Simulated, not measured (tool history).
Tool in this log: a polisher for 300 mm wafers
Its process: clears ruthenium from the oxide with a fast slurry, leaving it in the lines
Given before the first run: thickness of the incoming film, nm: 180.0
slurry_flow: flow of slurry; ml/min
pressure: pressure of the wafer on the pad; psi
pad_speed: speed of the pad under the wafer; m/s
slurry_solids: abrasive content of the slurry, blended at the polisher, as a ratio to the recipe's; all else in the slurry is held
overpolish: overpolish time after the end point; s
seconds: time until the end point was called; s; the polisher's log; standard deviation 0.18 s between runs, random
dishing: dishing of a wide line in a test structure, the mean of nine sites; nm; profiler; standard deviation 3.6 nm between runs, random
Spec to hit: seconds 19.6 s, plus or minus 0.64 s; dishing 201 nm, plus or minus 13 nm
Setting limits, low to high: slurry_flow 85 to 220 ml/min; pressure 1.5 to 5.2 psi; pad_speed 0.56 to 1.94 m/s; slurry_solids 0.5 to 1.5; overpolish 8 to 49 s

run  hour  slurry_flow  pressure  pad_speed  slurry_solids  overpolish  seconds  dishing
  1     0          140       3.3       1.24              1          25   31.395   112.08
  2   4.6          145       3.5       1.24              1          26   29.381   116.84
  3   8.3          145       3.7       1.24              1          28   27.717    135.4
  4  16.8          145       3.7       1.06              1          28   32.551   118.14
  5  22.5          150       3.9       1.06              1          29    31.18   122.42
  6  29.5          150       3.9       1.06              1          19   30.273   92.551
  7  30.9          150       4.1       1.08              1          21   28.684   106.47
  8  32.6          150       4.3        1.1              1          22   27.152    109.8
  9  36.4          165       5.2       1.22              1          34     20.1   181.24

Which one of the following 4 next-run settings gets every result inside its allowed miss? There is exactly one.
  A  40.2          165         5        1.3              1          29        ?        ?
  B  40.2          220       5.2       1.24            0.9          38        ?        ?
  C  40.2          165       5.2       1.22            0.9          29        ?        ?
  D  40.2          165       5.1       1.16            1.3          30        ?        ?

move  seconds  dishing
   A   19.528   170.16
   B   19.883   194.82
   C   21.062   162.69
   D   19.045   175.99
A: further off than the last run
B: hits every target within its allowed miss
C: further off than the last run
D: further off than the last run
B meets every target.

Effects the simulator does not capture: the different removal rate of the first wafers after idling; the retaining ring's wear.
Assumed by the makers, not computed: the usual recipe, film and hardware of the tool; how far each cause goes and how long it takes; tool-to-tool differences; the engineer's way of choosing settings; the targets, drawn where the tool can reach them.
